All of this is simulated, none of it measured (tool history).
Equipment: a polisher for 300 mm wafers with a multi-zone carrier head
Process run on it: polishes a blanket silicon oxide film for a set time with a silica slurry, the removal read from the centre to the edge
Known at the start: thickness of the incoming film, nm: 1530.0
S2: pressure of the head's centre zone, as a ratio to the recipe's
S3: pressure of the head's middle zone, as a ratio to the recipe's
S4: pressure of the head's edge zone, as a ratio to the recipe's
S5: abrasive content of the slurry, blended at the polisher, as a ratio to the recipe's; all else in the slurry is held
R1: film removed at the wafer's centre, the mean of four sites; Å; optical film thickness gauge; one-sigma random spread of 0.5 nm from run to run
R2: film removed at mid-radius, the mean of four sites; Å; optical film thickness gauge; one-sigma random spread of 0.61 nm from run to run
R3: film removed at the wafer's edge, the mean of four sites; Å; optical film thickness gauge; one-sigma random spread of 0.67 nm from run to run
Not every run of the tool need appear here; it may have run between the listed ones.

{"run": 1, "hour": 0.0, "flow of slurry (ml/min)": 280, "S2": 1, "S3": 1, "S4": 1, "S5": 1, "polishing time (s)": 36, "R1": 721, "R2": 694.73, "R3": 708.37}
{"run": 2, "hour": 4.0, "flow of slurry (ml/min)": 305, "S2": 1, "S3": 1.06, "S4": 1.06, "S5": 1.05, "polishing time (s)": 36, "R1": 752.57, "R2": 748.22, "R3": 743.19}
{"run": 3, "hour": 12.9, "flow of slurry (ml/min)": 305, "S2": 1, "S3": 1.11, "S4": 1.06, "S5": 1.05, "polishing time (s)": 36, "R1": 747.87, "R2": 779.52, "R3": 754.75}
{"run": 4, "hour": 18.2, "flow of slurry (ml/min)": 330, "S2": 1, "S3": 1.11, "S4": 1.06, "S5": 1.05, "polishing time (s)": 36, "R1": 746.24, "R2": 784.44, "R3": 754.98}
{"run": 5, "hour": 19.4, "flow of slurry (ml/min)": 330, "S2": 1, "S3": 1.11, "S4": 1.06, "S5": 1.05, "polishing time (s)": 31, "R1": 641.99, "R2": 683.3, "R3": 663.37}
{"run": 6, "hour": 20.7, "flow of slurry (ml/min)": 345, "S2": 1, "S3": 1.14, "S4": 1.07, "S5": 1.2, "polishing time (s)": 31, "R1": 695.62, "R2": 733.64, "R3": 699.77}

What does the tool deliver on the next run?
{"run": 7, "hour": 28.9, "flow of slurry (ml/min)": 320, "S2": 0.92, "S3": 1.19, "S4": 1.08, "S5": 1.45, "polishing time (s)": 35, "R1": "?", "R2": "?", "R3": "?"}

R1: 771.36 Å
R2: 912.65 Å
R3: 844.52 Å

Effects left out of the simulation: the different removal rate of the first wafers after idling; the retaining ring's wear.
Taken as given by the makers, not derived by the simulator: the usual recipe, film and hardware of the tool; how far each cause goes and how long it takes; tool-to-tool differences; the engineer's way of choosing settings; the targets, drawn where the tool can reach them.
